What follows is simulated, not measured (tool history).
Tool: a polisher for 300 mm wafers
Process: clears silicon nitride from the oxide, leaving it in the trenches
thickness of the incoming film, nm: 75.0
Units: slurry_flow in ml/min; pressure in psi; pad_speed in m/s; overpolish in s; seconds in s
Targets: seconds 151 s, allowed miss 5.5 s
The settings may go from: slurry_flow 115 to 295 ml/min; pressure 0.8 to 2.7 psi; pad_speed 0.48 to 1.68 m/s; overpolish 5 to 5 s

run  hour  slurry_flow  pressure  pad_speed  overpolish  seconds
  1     0          190       1.7       1.08           5   117.63
  2   7.5          190         2       1.08           5   99.341
  3    12          155         2       1.08           5   103.06
  4  20.3          155       2.4       1.08           5   85.549
  5    27          150         2       1.06           5   104.62
  6  34.8          150       1.8       1.06           5   113.61
  7  40.8          150       1.6       1.06           5   129.86
  8  48.8          150       1.5       1.06           5   139.28

Which of these 5 next moves meets every target?
  A  56.8          195       1.6       0.98           5        ?
  B  56.8          185       1.3        1.1           5        ?
  C  56.8          165       1.2       1.34           5        ?
  D  56.8          165       1.1        1.2           5        ?
  E  56.8          135       1.7       1.06           5        ?

move  seconds
   A      137
   B   150.58
   C   136.09
   D   164.68
   E   125.52
A: further off than the last run
B: meets every target
C: further off than the last run
D: takes the result that was furthest off past its target
E: further off than the last run
Move B is the one to make.

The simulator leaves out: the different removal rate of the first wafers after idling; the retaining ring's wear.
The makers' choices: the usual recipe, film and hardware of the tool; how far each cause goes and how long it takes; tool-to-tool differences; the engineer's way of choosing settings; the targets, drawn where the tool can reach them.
